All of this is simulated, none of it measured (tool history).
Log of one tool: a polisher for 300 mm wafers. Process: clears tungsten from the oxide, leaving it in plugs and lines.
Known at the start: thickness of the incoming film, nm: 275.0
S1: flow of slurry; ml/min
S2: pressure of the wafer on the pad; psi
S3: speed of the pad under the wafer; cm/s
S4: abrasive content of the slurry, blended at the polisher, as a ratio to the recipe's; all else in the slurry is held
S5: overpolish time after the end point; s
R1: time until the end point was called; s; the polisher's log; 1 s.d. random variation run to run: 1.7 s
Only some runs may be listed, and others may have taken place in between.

| run | hour | S1 | S2 | S3 | S4 | S5 | R1 |
|---|---|---|---|---|---|---|---|
| 1 | 0 | 230 | 2.5 | 120 | 1 | 6 | 71.201 |
| 2 | 3.8 | 230 | 2.5 | 120 | 0.85 | 6 | 74.89 |
| 3 | 5.6 | 230 | 2.4 | 120 | 0.85 | 6 | 78.514 |
| 4 | 8 | 230 | 2.3 | 120 | 0.85 | 6 | 80.478 |
| 5 | 9.8 | 230 | 2.8 | 120 | 0.85 | 6 | 68.502 |
| 6 | 18.6 | 230 | 2.6 | 118 | 0.85 | 6 | 73.912 |
| 7 | 20 | 230 | 2.5 | 116 | 0.85 | 6 | 78.087 |

Expected results for the next run?
| 8 | 20.7 | 230 | 2.4 | 116 | 0.85 | 6 | ? |

Run 8 gave R1 79.597 s.

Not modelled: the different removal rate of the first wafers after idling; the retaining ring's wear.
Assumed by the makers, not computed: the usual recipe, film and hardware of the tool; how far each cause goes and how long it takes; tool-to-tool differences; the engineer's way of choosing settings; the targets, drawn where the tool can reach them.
